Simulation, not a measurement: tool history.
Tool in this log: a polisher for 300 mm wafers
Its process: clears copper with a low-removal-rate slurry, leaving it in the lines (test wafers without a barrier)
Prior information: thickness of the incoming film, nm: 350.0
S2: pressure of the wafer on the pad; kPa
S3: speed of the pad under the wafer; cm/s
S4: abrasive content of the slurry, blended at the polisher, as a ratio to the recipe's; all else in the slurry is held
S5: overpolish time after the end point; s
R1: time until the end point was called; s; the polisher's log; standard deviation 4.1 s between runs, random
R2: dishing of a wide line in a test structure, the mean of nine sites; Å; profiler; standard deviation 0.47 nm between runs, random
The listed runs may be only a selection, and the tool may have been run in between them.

Run 1, hour 0.0: flow of slurry (ml/min) 135, S2 18.6 kPa, S3 106 cm/s, S4 1.0, S5 20 s. Result: R1 151.73 s, R2 300.55 Å.
Run 2, hour 2.6: flow of slurry (ml/min) 135, S2 17.9 kPa, S3 106 cm/s, S4 1.0, S5 21 s. Result: R1 154.58 s, R2 297.20 Å.
Run 3, hour 10.7: flow of slurry (ml/min) 135, S2 17.2 kPa, S3 106 cm/s, S4 1.0, S5 22 s. Result: R1 164.32 s, R2 312.90 Å.
Run 4, hour 17.3: flow of slurry (ml/min) 135, S2 16.5 kPa, S3 106 cm/s, S4 1.0, S5 22 s. Result: R1 166.05 s, R2 308.25 Å.
Run 5, hour 24.2: flow of slurry (ml/min) 135, S2 15.9 kPa, S3 106 cm/s, S4 1.0, S5 22 s. Result: R1 170.39 s, R2 295.31 Å.
Run 6, hour 29.7: flow of slurry (ml/min) 135, S2 15.9 kPa, S3 106 cm/s, S4 1.0, S5 29 s. Result: R1 162.11 s, R2 378.55 Å.
Run 7, hour 37.8: flow of slurry (ml/min) 135, S2 15.2 kPa, S3 106 cm/s, S4 1.0, S5 28 s. Result: R1 169.63 s, R2 368.71 Å.
Run 8, hour 43.0: flow of slurry (ml/min) 135, S2 14.5 kPa, S3 106 cm/s, S4 1.0, S5 27 s. Result: R1 179.07 s, R2 347.00 Å.
Run 9, hour 48.5: flow of slurry (ml/min) 135, S2 14.5 kPa, S3 106 cm/s, S4 1.0, S5 26 s. Result: R1 173.70 s, R2 332.57 Å.

Predict the results of run 10:
Run 10, hour 52.6: flow of slurry (ml/min) 135, S2 13.8 kPa, S3 106 cm/s, S4 1.0, S5 26 s. Result: R1 ?, R2 ?.

Run 10 gave R1 179.80 s, R2 311.65 Å.
